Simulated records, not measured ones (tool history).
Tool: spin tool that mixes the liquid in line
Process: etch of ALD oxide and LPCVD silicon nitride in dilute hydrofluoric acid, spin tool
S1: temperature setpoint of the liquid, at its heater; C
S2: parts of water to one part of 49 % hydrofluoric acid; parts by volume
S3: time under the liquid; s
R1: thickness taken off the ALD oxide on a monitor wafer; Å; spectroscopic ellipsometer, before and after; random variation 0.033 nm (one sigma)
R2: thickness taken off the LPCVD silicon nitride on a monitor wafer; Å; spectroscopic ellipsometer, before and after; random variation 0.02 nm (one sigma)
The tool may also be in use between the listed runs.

{"run": 1, "hour": 0.0, "S1": 25, "S2": 125, "S3": 75, "R1": 99.408, "R2": 3.0441}
{"run": 2, "hour": 6.0, "S1": 24, "S2": 130, "S3": 75, "R1": 90.657, "R2": 2.3763}
{"run": 3, "hour": 14.2, "S1": 24, "S2": 140, "S3": 75, "R1": 83.84, "R2": 2.5802}
{"run": 4, "hour": 17.3, "S1": 23.5, "S2": 145, "S3": 75, "R1": 78.354, "R2": 2.6934}
{"run": 5, "hour": 22.0, "S1": 22.5, "S2": 145, "S3": 75, "R1": 74.938, "R2": 2.3882}
{"run": 6, "hour": 24.5, "S1": 22.5, "S2": 145, "S3": 65, "R1": 65.187, "R2": 2.4143}
{"run": 7, "hour": 28.6, "S1": 22, "S2": 145, "S3": 65, "R1": 63.797, "R2": 2.27}

Run 8 comes next. What will it give?
{"run": 8, "hour": 34.7, "S1": 21.5, "S2": 145, "S3": 65, "R1": "?", "R2": "?"}

{"run 8": {"R1": 62.127, "R2": 1.9573}}

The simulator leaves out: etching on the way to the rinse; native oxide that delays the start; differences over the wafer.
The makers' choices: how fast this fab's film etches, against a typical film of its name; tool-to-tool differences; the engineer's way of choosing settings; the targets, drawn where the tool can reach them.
